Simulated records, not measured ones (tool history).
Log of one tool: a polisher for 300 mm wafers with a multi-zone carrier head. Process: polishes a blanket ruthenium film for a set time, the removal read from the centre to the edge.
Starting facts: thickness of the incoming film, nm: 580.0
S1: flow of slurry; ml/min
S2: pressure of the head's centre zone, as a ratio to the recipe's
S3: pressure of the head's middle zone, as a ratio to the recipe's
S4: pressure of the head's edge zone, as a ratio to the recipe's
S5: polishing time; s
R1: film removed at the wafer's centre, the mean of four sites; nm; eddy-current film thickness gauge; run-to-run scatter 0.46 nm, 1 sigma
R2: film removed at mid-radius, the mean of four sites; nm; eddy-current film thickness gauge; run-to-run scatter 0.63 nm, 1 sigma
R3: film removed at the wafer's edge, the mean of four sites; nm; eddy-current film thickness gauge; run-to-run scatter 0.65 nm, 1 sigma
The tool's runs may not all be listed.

run  hour   S1    S2    S3    S4  S5      R1      R2      R3
  1   0.0  295  1.00  1.00  1.00  88  91.492  91.783  90.964
  2   6.6  290  1.00  0.96  0.99  81  84.144  82.666  82.976
  3  13.7  290  1.00  1.02  0.99  81  83.940  85.841  82.767
  4  20.8  285  1.01  0.98  1.00  75  77.454  78.370  76.080
  5  29.1  295  1.03  0.94  1.04  70  74.312  70.164  72.783
  6  37.5  220  1.03  0.94  1.04  70  73.141  68.639  72.747
  7  44.7  220  1.03  0.92  1.04  67  68.915  64.280  69.117
  8  50.6  220  1.03  0.90  1.03  65  66.541  62.281  66.569
  9  55.8  215  1.04  0.88  1.03  63  65.897  58.871  63.934

The next listed run, before its measurement:
 10  57.7  210  1.04  0.87  1.03  62   ?   ?   ?

{"run 10": {"R1": 63.409, "R2": 57.372, "R3": 63.433}}
